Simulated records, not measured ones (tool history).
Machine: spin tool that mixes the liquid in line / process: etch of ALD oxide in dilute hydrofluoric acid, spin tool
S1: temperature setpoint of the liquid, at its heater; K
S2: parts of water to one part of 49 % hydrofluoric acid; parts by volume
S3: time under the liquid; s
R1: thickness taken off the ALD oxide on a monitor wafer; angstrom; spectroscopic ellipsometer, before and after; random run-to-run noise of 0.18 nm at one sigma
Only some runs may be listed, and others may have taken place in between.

Run 1, hour 0.0: S1 294.15 K, S2 245 parts by volume, S3 325 s. Result: R1 172.50 angstrom.
Run 2, hour 4.2: S1 294.15 K, S2 210 parts by volume, S3 325 s. Result: R1 209.19 angstrom.
Run 3, hour 13.1: S1 296.15 K, S2 195 parts by volume, S3 325 s. Result: R1 244.32 angstrom.
Run 4, hour 17.9: S1 297.65 K, S2 195 parts by volume, S3 325 s. Result: R1 261.27 angstrom.
Run 5, hour 26.3: S1 299.15 K, S2 185 parts by volume, S3 325 s. Result: R1 293.77 angstrom.
Run 6, hour 27.6: S1 299.15 K, S2 185 parts by volume, S3 325 s. Result: R1 293.92 angstrom.
Run 7, hour 32.1: S1 300.15 K, S2 180 parts by volume, S3 325 s. Result: R1 313.25 angstrom.
Run 8, hour 33.3: S1 300.65 K, S2 175 parts by volume, S3 325 s. Result: R1 331.53 angstrom.
Run 9, hour 34.9: S1 300.65 K, S2 175 parts by volume, S3 325 s. Result: R1 330.64 angstrom.

Run 10 is up next; what results do you expect?
Run 10, hour 37.1: S1 301.15 K, S2 170 parts by volume, S3 325 s. Result: R1 ?.

R1: 347.86 angstrom
